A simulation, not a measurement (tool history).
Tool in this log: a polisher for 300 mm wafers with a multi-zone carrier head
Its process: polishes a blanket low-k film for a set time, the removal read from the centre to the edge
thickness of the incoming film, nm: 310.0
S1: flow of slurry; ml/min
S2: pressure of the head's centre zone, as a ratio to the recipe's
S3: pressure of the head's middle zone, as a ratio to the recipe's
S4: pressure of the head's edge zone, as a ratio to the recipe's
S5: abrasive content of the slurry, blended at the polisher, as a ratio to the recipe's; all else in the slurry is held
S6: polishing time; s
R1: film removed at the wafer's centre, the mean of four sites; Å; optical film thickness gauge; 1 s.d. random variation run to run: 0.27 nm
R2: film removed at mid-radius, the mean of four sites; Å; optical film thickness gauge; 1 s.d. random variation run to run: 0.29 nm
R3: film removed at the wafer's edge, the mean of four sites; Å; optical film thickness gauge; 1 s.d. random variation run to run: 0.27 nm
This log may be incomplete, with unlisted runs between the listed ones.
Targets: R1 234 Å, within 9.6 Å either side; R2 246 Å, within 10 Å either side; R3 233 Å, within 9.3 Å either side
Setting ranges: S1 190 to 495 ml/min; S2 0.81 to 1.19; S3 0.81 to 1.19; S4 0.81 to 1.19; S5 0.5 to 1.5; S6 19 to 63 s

run	hour	S1	S2	S3	S4	S5	S6	R1	R2	R3
1	0	320	1	1	1	1	41	155.69	157.41	158.49
2	5.1	320	1.01	1.02	1.01	1.1	42	166.95	169.22	173.27
3	5.9	390	1.01	1.02	1.01	1.1	42	171.99	171.22	175.33
4	11.1	390	1.01	1.02	1.01	1.3	42	184.35	183.41	189.07
5	19.1	390	0.96	1.02	1.01	1.3	42	177.41	184.81	186.51
6	26.2	390	0.97	1.04	1.01	1.35	43	181.39	194.12	191.77
7	28.3	390	0.99	1.05	1.01	1.35	44	192.76	201.15	197.07
8	30.7	390	1	1.06	1.02	1.35	45	196.36	207.62	204.92
9	31.7	390	1.02	1.07	1.02	1.35	45	200.84	208.38	201.26
10	34.3	390	1.02	1.07	1.02	1.35	45	200.53	211.05	204.55
11	34.9	390	1.03	1.08	1.03	1.35	45	202.55	206.92	203.92
12	40.4	390	1.03	1.09	1.03	1.35	46	208.47	216.06	205.79
13	48.9	390	1.03	1.1	1.05	1.45	48	223.75	238.84	224.29

Consider the 4 candidate settings below. Which is the only one whose results all fall within their allowed miss of target?
A	57.4	395	1.1	1.07	1.11	1.4	49	?	?	?
B	57.4	405	1	1.17	0.97	1.45	47	?	?	?
C	57.4	455	1.08	1.13	1.15	1.45	48	?	?	?
D	57.4	355	0.97	0.96	1.02	1.45	51	?	?	?

move	R1	R2	R3
A	241.85	231.42	236.73
B	214.1	243.46	216.05
C	238.15	242.92	240.59
D	222.69	221.19	238.85
A: brings the last run's worst result on target, with another outside its allowed miss
B: further off than the last run
C: in spec on every target
D: further off than the last run
Go with C: it meets all targets.

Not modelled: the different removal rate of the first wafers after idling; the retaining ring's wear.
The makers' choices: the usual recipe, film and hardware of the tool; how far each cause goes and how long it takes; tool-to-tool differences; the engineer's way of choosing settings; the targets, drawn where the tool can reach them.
